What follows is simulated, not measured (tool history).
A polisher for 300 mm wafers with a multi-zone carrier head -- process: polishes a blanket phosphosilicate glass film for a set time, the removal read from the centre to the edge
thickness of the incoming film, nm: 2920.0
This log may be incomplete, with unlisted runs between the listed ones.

| run | hour | flow of slurry (ml/min) | pressure of the head's centre zone | pressure of the head's middle zone | pressure of the head's edge zone | abrasive content of the slurry | polishing time (s) | film removed at the wafer's centre (angstrom) | film removed at mid-radius (angstrom) | film removed at the wafer's edge (angstrom) |
|---|---|---|---|---|---|---|---|---|---|---|
| 1 | 0.0 | 280 | 1.00 | 1.00 | 1.00 | 1.00 | 54 | 4897.8 | 5019.0 | 5135.4 |
| 2 | 8.1 | 285 | 0.99 | 1.02 | 0.96 | 0.85 | 53 | 4545.1 | 4706.8 | 4643.9 |
| 3 | 10.3 | 285 | 0.97 | 1.04 | 0.93 | 0.75 | 52 | 4142.9 | 4518.9 | 4241.1 |
| 4 | 12.7 | 285 | 0.97 | 1.04 | 0.98 | 0.75 | 52 | 4185.4 | 4496.8 | 4301.2 |
| 5 | 15.9 | 285 | 0.97 | 1.11 | 0.98 | 0.75 | 52 | 4199.8 | 4704.0 | 4311.6 |
| 6 | 18.5 | 280 | 0.96 | 1.10 | 0.95 | 0.70 | 52 | 4044.2 | 4630.7 | 4126.1 |
| 7 | 19.8 | 275 | 0.95 | 1.08 | 0.93 | 0.65 | 52 | 3899.3 | 4287.4 | 4025.1 |
| 8 | 27.9 | 260 | 0.94 | 1.16 | 0.83 | 0.50 | 51 | 3385.3 | 4086.9 | 3381.2 |
| 9 | 34.3 | 270 | 0.94 | 1.15 | 0.84 | 0.50 | 51 | 3411.5 | 4072.9 | 3387.1 |
| 10 | 38.3 | 290 | 0.96 | 1.12 | 0.92 | 0.55 | 51 | 3654.0 | 4116.4 | 3690.1 |
| 11 | 44.8 | 285 | 0.96 | 1.12 | 0.91 | 0.55 | 51 | 3599.7 | 4176.8 | 3663.9 |

Predict the results of run 12:
| 12 | 49.3 | 280 | 0.96 | 1.12 | 0.90 | 0.55 | 51 | ? | ? | ? |

film removed at the wafer's centre (angstrom): 3634.2
film removed at mid-radius (angstrom): 4075.5
film removed at the wafer's edge (angstrom): 3626.2

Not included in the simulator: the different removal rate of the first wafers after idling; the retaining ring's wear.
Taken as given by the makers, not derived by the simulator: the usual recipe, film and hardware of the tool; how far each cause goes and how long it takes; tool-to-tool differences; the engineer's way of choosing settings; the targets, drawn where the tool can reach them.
